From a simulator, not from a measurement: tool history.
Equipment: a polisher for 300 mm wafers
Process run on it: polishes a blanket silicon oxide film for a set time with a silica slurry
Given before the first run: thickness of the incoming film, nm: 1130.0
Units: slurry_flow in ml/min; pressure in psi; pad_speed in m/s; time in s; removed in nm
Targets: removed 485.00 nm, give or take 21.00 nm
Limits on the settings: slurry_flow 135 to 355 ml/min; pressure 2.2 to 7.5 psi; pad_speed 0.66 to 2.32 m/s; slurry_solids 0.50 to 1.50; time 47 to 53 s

run,hour,slurry_flow,pressure,pad_speed,slurry_solids,time,removed
1,0.0,225,4.8,1.48,1.00,53,248.29
2,8.8,225,5.2,1.52,1.00,53,281.19
3,10.6,225,5.2,1.52,0.80,53,257.12
4,13.6,225,5.6,1.56,0.80,53,287.05
5,18.4,225,5.9,1.58,0.80,53,299.07
6,25.7,225,6.2,1.64,0.80,53,328.08
7,27.1,225,6.4,1.68,0.80,53,339.80
8,27.9,225,6.6,1.74,0.80,53,364.40
9,34.3,225,6.7,1.78,0.80,53,377.26
10,43.2,230,7.5,1.96,0.80,53,466.69
11,46.2,230,7.5,1.98,0.80,53,460.20
12,49.7,230,7.5,2.00,0.80,53,453.63

Exactly one of the 4 candidate moves below puts every result within its allowed miss. Which one?
A,53.2,210,7.5,1.82,0.95,53,?
B,53.2,255,7.4,1.88,0.90,51,?
C,53.2,145,7.1,2.22,0.90,53,?
D,53.2,290,6.7,2.02,0.90,53,?

move,removed
A,456.90
B,442.39
C,482.97
D,445.14
A: an improvement on the last run, though not all results are within tolerance
B: the biggest miss grows against the last run
C: meets every target
D: the biggest miss grows against the last run
The move that meets every target is C.

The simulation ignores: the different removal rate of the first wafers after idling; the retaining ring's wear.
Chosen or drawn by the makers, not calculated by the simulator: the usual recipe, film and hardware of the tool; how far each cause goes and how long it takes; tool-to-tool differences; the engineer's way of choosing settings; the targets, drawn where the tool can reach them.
